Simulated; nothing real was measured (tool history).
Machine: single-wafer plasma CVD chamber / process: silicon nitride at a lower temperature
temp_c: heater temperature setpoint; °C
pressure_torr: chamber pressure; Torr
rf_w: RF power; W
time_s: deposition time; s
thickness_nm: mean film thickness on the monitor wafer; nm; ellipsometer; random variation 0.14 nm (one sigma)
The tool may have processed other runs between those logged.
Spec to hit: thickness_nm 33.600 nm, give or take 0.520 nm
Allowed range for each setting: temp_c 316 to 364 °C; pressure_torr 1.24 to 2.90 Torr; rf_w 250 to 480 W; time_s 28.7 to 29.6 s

run	hour	temp_c	pressure_torr	rf_w	time_s	thickness_nm
1	0.0	340	2.07	365	28.7	40.331
2	2.6	340	2.07	385	28.7	42.297
3	7.1	340	1.95	375	28.7	40.442
4	9.5	340	1.84	370	28.7	39.503
5	17.7	340	1.84	345	28.7	37.546
6	23.5	340	1.75	340	28.7	36.440
7	28.3	340	1.68	340	28.7	35.745
8	35.9	340	1.63	340	28.7	35.952
9	41.9	340	1.57	340	28.7	34.996
10	45.6	340	1.54	340	28.7	35.035
11	50.5	340	1.51	340	28.7	34.824
12	54.0	340	1.48	340	28.7	34.449
13	56.6	340	1.31	335	28.7	32.551
14	63.1	340	1.33	335	28.7	32.821
15	65.2	340	1.50	340	28.7	34.865
16	68.9	340	1.47	340	28.7	34.271
17	71.9	340	1.47	340	28.7	34.071

Consider the 5 candidate settings below. Which is the only one whose results all fall within their allowed miss of target?
A	74.9	333	1.48	345	28.7	?
B	74.9	338	1.30	380	28.7	?
C	74.9	362	1.50	330	29.6	?
D	74.9	342	1.30	350	29.6	?
E	74.9	348	1.73	310	28.7	?

move	thickness_nm
A	35.024
B	35.737
C	34.758
D	34.708
E	33.918
A: misses by more than the last run did
B: misses by more than the last run did
C: misses by more than the last run did
D: misses by more than the last run did
E: in spec on every target
Correct choice: E, which meets every target
